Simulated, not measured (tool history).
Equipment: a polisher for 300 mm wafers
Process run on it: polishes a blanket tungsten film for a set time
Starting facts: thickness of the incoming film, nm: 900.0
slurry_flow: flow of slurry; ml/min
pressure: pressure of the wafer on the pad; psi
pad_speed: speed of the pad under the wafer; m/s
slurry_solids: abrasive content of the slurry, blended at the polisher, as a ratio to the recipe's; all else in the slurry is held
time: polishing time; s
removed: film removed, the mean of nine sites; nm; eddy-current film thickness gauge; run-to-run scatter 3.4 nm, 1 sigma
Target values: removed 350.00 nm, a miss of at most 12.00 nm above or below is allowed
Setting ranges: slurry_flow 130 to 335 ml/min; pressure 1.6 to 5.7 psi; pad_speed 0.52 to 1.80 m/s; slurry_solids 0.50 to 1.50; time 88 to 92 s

| run | hour | slurry_flow | pressure | pad_speed | slurry_solids | time | removed |
|---|---|---|---|---|---|---|---|
| 1 | 0.0 | 215 | 3.6 | 1.16 | 1.00 | 88 | 400.04 |
| 2 | 3.4 | 215 | 3.6 | 1.16 | 1.00 | 92 | 415.43 |
| 3 | 8.9 | 215 | 3.4 | 1.16 | 1.00 | 92 | 388.36 |
| 4 | 10.0 | 215 | 3.4 | 1.16 | 1.10 | 92 | 403.89 |
| 5 | 13.3 | 215 | 3.1 | 1.16 | 1.10 | 92 | 371.89 |
| 6 | 18.6 | 215 | 4.0 | 1.16 | 1.10 | 92 | 457.59 |
| 7 | 20.8 | 215 | 3.6 | 1.16 | 1.10 | 92 | 418.32 |
| 8 | 23.4 | 215 | 3.4 | 1.16 | 1.10 | 92 | 402.30 |
| 9 | 24.4 | 215 | 3.2 | 1.16 | 1.10 | 92 | 379.52 |
| 10 | 30.1 | 215 | 3.1 | 1.16 | 1.10 | 92 | 363.97 |

Which single option among these 5 for the next run brings every result within its allowed miss of target? Just one does.
| A | 35.8 | 180 | 2.9 | 1.24 | 1.00 | 92 | ? |
| B | 35.8 | 235 | 3.3 | 1.14 | 1.05 | 92 | ? |
| C | 35.8 | 210 | 2.8 | 1.36 | 1.30 | 88 | ? |
| D | 35.8 | 175 | 3.8 | 1.04 | 1.05 | 92 | ? |
| E | 35.8 | 245 | 3.3 | 1.14 | 1.15 | 91 | ? |

| move | removed |
|---|---|
| A | 346.24 |
| B | 382.69 |
| C | 382.39 |
| D | 378.00 |
| E | 388.53 |
A: every result within its allowed miss
B: further off than the last run
C: further off than the last run
D: further off than the last run
E: further off than the last run
So the answer is move A, the one that meets all the targets.

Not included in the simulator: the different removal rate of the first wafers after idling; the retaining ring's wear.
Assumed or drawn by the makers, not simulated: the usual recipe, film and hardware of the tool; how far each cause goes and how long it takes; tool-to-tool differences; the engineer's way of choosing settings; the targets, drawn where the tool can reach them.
